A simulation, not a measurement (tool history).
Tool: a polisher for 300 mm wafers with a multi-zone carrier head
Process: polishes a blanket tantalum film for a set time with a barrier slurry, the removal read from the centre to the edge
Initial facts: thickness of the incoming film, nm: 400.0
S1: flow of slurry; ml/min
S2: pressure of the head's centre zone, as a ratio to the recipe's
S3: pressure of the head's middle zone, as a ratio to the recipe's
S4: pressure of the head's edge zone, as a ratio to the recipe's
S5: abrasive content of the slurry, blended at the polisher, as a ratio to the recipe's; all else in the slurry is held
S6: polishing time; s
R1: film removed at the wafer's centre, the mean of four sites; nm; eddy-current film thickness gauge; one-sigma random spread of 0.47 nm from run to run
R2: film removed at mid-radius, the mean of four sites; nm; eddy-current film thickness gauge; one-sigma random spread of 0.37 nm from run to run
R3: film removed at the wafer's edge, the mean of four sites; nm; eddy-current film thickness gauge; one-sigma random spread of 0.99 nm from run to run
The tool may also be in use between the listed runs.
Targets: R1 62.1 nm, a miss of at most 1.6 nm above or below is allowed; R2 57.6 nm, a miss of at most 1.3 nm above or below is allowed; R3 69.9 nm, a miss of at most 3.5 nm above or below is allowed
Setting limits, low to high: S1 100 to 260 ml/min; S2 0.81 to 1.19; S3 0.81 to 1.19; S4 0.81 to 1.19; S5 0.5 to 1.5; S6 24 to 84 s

Run 1, hour 0: S1 165 ml/min, S2 1, S3 1, S4 1, S5 1, S6 54 s. Result: R1 110.85 nm, R2 112.21 nm, R3 113.48 nm.
Run 2, hour 7.5: S1 155 ml/min, S2 0.99, S3 0.97, S4 1, S5 0.9, S6 51 s. Result: R1 101.2 nm, R2 99.609 nm, R3 103.35 nm.
Run 3, hour 16.3: S1 155 ml/min, S2 0.99, S3 0.97, S4 1, S5 0.9, S6 40 s. Result: R1 78.952 nm, R2 77.357 nm, R3 80.988 nm.
Run 4, hour 19.3: S1 150 ml/min, S2 0.97, S3 0.95, S4 1, S5 0.85, S6 40 s. Result: R1 75.994 nm, R2 75.077 nm, R3 80.38 nm.
Run 5, hour 27.1: S1 150 ml/min, S2 0.97, S3 0.91, S4 1, S5 0.85, S6 40 s. Result: R1 75.662 nm, R2 72.871 nm, R3 79.767 nm.
Run 6, hour 29.8: S1 145 ml/min, S2 0.96, S3 0.89, S4 1, S5 0.8, S6 40 s. Result: R1 74.029 nm, R2 69.206 nm, R3 77.783 nm.
Run 7, hour 35.7: S1 140 ml/min, S2 0.95, S3 0.88, S4 1, S5 0.75, S6 40 s. Result: R1 70.708 nm, R2 66.311 nm, R3 77.954 nm.
Run 8, hour 42.2: S1 115 ml/min, S2 0.91, S3 0.81, S4 0.9, S5 0.6, S6 39 s. Result: R1 59.283 nm, R2 54.955 nm, R3 64.481 nm.
Run 9, hour 50.3: S1 120 ml/min, S2 0.91, S3 0.81, S4 0.91, S5 0.6, S6 39 s. Result: R1 59.276 nm, R2 54.976 nm, R3 65.431 nm.
Run 10, hour 57.4: S1 160 ml/min, S2 0.91, S3 0.82, S4 0.96, S5 0.65, S6 39 s. Result: R1 65.179 nm, R2 60.496 nm, R3 71.463 nm.
Run 11, hour 64.3: S1 155 ml/min, S2 0.91, S3 0.82, S4 0.96, S5 0.65, S6 39 s. Result: R1 65.127 nm, R2 59.93 nm, R3 69.853 nm.
Run 12, hour 70.9: S1 150 ml/min, S2 0.91, S3 0.82, S4 0.96, S5 0.65, S6 39 s. Result: R1 64.477 nm, R2 60.315 nm, R3 70.202 nm.
Run 13, hour 75.1: S1 145 ml/min, S2 0.91, S3 0.82, S4 0.96, S5 0.65, S6 39 s. Result: R1 63.664 nm, R2 59.192 nm, R3 72.548 nm.

Pick the move, out of 4, that brings all results within their allowed miss; only one does.
Run A, hour 79.3: S1 150 ml/min, S2 0.86, S3 0.81, S4 0.96, S5 0.75, S6 36 s. Result: R1 ?, R2 ?, R3 ?.
Run B, hour 79.3: S1 130 ml/min, S2 0.95, S3 0.81, S4 1.05, S5 0.6, S6 38 s. Result: R1 ?, R2 ?, R3 ?.
Run C, hour 79.3: S1 100 ml/min, S2 0.92, S3 0.81, S4 0.89, S5 0.55, S6 44 s. Result: R1 ?, R2 ?, R3 ?.
Run D, hour 79.3: S1 135 ml/min, S2 0.87, S3 0.87, S4 0.9, S5 0.7, S6 39 s. Result: R1 ?, R2 ?, R3 ?.

move      R1      R2      R3
   A  58.607  57.247  67.637
   B  61.217  54.804  68.227
   C  62.163  57.845  67.891
   D   61.41  63.086  68.569
A: corrects the largest miss of the last run, while another result sits out of spec
B: carries the result that was furthest off beyond its target, to the other side
C: all results land within tolerance of their targets
D: its largest miss is bigger than the last run's
The move that meets every target is C.
